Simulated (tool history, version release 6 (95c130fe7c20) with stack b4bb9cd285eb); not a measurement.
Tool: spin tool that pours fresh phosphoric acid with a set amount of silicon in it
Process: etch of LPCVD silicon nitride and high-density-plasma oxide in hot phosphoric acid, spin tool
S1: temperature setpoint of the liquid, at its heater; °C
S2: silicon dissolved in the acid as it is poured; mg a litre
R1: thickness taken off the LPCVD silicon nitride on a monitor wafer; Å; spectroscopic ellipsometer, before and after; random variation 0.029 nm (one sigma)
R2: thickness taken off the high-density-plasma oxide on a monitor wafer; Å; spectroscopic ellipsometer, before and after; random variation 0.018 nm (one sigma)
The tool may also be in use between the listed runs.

{"run": 1, "hour": 0.0, "S1": 163, "S2": 16.5, "time under the liquid (s)": 180, "R1": 184.6, "R2": 8.6359}
{"run": 2, "hour": 5.6, "S1": 163, "S2": 16.5, "time under the liquid (s)": 120, "R1": 123.51, "R2": 6.022}
{"run": 3, "hour": 6.2, "S1": 162, "S2": 15, "time under the liquid (s)": 115, "R1": 113.98, "R2": 5.151}
{"run": 4, "hour": 10.6, "S1": 161, "S2": 11.5, "time under the liquid (s)": 115, "R1": 110.1, "R2": 5.5109}
{"run": 5, "hour": 19.2, "S1": 161, "S2": 11.5, "time under the liquid (s)": 190, "R1": 182.14, "R2": 9.3755}
{"run": 6, "hour": 24.4, "S1": 161, "S2": 11.5, "time under the liquid (s)": 230, "R1": 220.23, "R2": 10.877}
{"run": 7, "hour": 30.9, "S1": 158.5, "S2": 12, "time under the liquid (s)": 140, "R1": 123.58, "R2": 5.0902}
{"run": 8, "hour": 33.6, "S1": 158, "S2": 2.5, "time under the liquid (s)": 75, "R1": 65.113, "R2": 3.3625}

Run 9 comes next. What will it give?
{"run": 9, "hour": 38.6, "S1": 159.5, "S2": 6, "time under the liquid (s)": 70, "R1": "?", "R2": "?"}

Run 9 gave R1 63.746 Å, R2 3.4961 Å.
